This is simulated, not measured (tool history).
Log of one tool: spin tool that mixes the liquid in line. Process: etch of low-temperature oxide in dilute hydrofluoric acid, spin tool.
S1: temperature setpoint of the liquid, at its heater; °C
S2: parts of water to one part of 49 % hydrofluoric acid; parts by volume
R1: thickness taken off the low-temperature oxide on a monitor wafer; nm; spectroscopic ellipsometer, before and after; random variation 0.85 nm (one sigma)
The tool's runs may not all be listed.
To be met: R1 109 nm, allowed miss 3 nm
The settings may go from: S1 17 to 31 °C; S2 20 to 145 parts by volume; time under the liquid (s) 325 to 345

{"run": 1, "hour": 0.0, "S1": 23, "S2": 80, "time under the liquid (s)": 325, "R1": 60.216}
{"run": 2, "hour": 8.4, "S1": 23, "S2": 60, "time under the liquid (s)": 325, "R1": 83.767}
{"run": 3, "hour": 9.6, "S1": 23, "S2": 85, "time under the liquid (s)": 325, "R1": 57.115}
{"run": 4, "hour": 13.6, "S1": 23, "S2": 85, "time under the liquid (s)": 345, "R1": 59.559}
{"run": 5, "hour": 20.4, "S1": 23, "S2": 75, "time under the liquid (s)": 345, "R1": 69.084}
{"run": 6, "hour": 22.3, "S1": 24.5, "S2": 75, "time under the liquid (s)": 345, "R1": 72.192}
{"run": 7, "hour": 27.5, "S1": 25.5, "S2": 70, "time under the liquid (s)": 345, "R1": 81.852}
{"run": 8, "hour": 35.2, "S1": 26.5, "S2": 70, "time under the liquid (s)": 345, "R1": 86.546}

Which of these 4 next moves meets every target?
{"run": "A", "hour": 42.9, "S1": 25, "S2": 50, "time under the liquid (s)": 345, "R1": "?"}
{"run": "B", "hour": 42.9, "S1": 26, "S2": 55, "time under the liquid (s)": 345, "R1": "?"}
{"run": "C", "hour": 42.9, "S1": 27.5, "S2": 80, "time under the liquid (s)": 325, "R1": "?"}
{"run": "D", "hour": 42.9, "S1": 26, "S2": 70, "time under the liquid (s)": 340, "R1": "?"}

move=A R1=117.68
move=B R1=110.56
move=C R1=73.157
move=D R1=83.709
A: takes the result that was furthest off past its target
B: meets every target
C: further off than the last run
D: further off than the last run
The right move is B.
